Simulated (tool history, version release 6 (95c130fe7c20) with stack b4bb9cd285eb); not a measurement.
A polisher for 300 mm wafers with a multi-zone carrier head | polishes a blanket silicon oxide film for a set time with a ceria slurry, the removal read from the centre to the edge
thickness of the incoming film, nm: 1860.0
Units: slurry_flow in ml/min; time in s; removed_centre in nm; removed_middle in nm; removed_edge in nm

| run | day | slurry_flow | centre_zone | middle_zone | edge_zone | time | removed_centre | removed_middle | removed_edge |
|---|---|---|---|---|---|---|---|---|---|
| 1 | 0 | 270 | 1 | 1 | 1 | 30 | 107.36 | 108.29 | 107.04 |
| 2 | 0.125 | 270 | 0.94 | 1 | 1 | 30 | 101.75 | 112.48 | 109.09 |
| 3 | 0.229 | 280 | 0.97 | 1.02 | 1.03 | 32 | 113.32 | 119.87 | 118.6 |
| 4 | 0.375 | 290 | 0.99 | 1.05 | 1.05 | 33 | 118.45 | 124.98 | 125.97 |
| 5 | 0.654 | 290 | 0.92 | 1.05 | 1.05 | 33 | 110.53 | 125.85 | 125.98 |
| 6 | 0.721 | 290 | 0.92 | 1.05 | 1.05 | 27 | 89.735 | 104.25 | 100.01 |
| 7 | 0.942 | 290 | 0.92 | 1.05 | 1.05 | 27 | 91.108 | 105.58 | 100.85 |
| 8 | 1.312 | 320 | 1.02 | 1.11 | 1.15 | 35 | 131.44 | 139.19 | 136.58 |
| 9 | 1.442 | 325 | 1.03 | 1.12 | 1.15 | 36 | 135.48 | 145.14 | 141.49 |

Forecast run 10:
| 10 | 1.542 | 330 | 1.05 | 1.13 | 1.15 | 37 | ? | ? | ? |

Run 10 gave removed_centre 144.68 nm, removed_middle 152.83 nm, removed_edge 146.09 nm.
